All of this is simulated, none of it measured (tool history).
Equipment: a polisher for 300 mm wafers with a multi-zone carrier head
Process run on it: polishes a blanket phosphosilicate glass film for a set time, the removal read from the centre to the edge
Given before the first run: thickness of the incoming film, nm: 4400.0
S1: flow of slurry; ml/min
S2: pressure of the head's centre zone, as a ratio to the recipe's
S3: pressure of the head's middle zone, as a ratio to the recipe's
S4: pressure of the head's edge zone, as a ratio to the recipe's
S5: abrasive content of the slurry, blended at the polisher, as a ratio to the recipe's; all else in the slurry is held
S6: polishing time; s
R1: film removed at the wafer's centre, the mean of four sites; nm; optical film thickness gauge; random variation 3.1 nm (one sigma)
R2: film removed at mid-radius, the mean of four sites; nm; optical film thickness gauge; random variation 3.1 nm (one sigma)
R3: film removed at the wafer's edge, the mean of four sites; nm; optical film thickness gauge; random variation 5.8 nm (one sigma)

run	day	S1	S2	S3	S4	S5	S6	R1	R2	R3
1	0.000	225	1.00	1.00	1.00	1.00	77	672.59	679.96	654.42
2	0.050	185	1.00	1.00	1.00	1.00	77	647.09	659.71	641.46
3	0.225	180	0.98	0.98	0.99	0.95	76	614.70	615.99	622.36
4	0.438	180	0.98	1.04	0.99	0.95	76	612.08	650.97	605.12
5	0.662	180	0.98	1.04	0.99	1.15	76	660.93	705.59	668.53
6	0.746	180	1.05	1.04	0.99	1.15	76	718.65	704.21	665.59
7	1.108	160	0.95	0.94	0.89	0.90	65	483.56	484.43	479.77
8	1.167	145	0.85	0.86	0.87	0.65	64	339.69	360.90	373.13
9	1.446	155	0.85	0.87	0.89	0.65	64	343.68	365.76	382.58
10	1.692	165	0.85	0.88	0.90	0.65	64	346.10	375.43	394.93
11	1.771	175	0.85	0.88	0.90	0.65	64	354.54	377.03	385.32
12	2.079	175	0.85	0.88	0.90	0.65	64	355.71	376.97	395.66
13	2.338	180	0.85	0.89	0.91	0.65	64	355.23	382.90	404.82
14	2.600	185	0.85	0.89	0.91	0.65	64	350.52	384.40	392.84
15	2.758	190	0.85	0.89	0.92	0.65	64	353.89	388.52	405.52
16	3.017	195	0.85	0.89	0.92	0.65	64	359.76	385.48	398.87
17	3.162	195	0.85	0.89	0.93	0.65	64	351.49	383.54	400.41
18	3.512	195	0.85	0.89	0.93	0.65	64	357.31	388.97	393.71

What does the tool deliver on the next run?
19	3.738	230	0.85	0.90	1.02	0.70	64	?	?	?

R1: 390.58 nm
R2: 426.04 nm
R3: 454.17 nm
